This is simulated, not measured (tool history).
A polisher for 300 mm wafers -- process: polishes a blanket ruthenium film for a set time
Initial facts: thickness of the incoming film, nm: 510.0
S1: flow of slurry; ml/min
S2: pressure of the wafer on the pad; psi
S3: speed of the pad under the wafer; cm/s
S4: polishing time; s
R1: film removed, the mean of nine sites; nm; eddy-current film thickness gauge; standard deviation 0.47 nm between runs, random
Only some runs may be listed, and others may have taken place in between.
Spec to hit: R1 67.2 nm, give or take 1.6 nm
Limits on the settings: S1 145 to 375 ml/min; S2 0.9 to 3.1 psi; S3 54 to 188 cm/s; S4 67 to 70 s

run 1 hour=0 | S1=240 S2=2 S3=120 S4=67 | R1=78.324
run 2 hour=6.7 | S1=235 S2=1.9 S3=120 S4=67 | R1=74.693
run 3 hour=11.7 | S1=200 S2=1.9 S3=120 S4=67 | R1=73.161
run 4 hour=14.2 | S1=195 S2=1.9 S3=120 S4=67 | R1=73.33
run 5 hour=17.8 | S1=190 S2=1.8 S3=120 S4=67 | R1=70.063
run 6 hour=22.3 | S1=190 S2=2.2 S3=120 S4=67 | R1=81.009
run 7 hour=29 | S1=185 S2=2.1 S3=120 S4=67 | R1=78.733
run 8 hour=33.5 | S1=180 S2=2 S3=120 S4=67 | R1=76.153
run 9 hour=38.8 | S1=180 S2=1.9 S3=120 S4=67 | R1=72.764

Next run, 5 choices. One meets every target within its allowed miss, the rest don't. Which?
run A hour=44.1 | S1=170 S2=1.7 S3=118 S4=67 | R1=?
run B hour=44.1 | S1=170 S2=2.1 S3=104 S4=67 | R1=?
run C hour=44.1 | S1=175 S2=1.8 S3=112 S4=67 | R1=?
run D hour=44.1 | S1=145 S2=1.9 S3=138 S4=67 | R1=?
run E hour=44.1 | S1=190 S2=1.9 S3=118 S4=68 | R1=?

move=A R1=65.193
move=B R1=68.01
move=C R1=64.981
move=D R1=80.999
move=E R1=73.047
A: takes the result that was furthest off past its target
B: every result within its allowed miss
C: takes the result that was furthest off past its target
D: the biggest miss grows against the last run
E: the biggest miss grows against the last run
The move that meets every target is B.
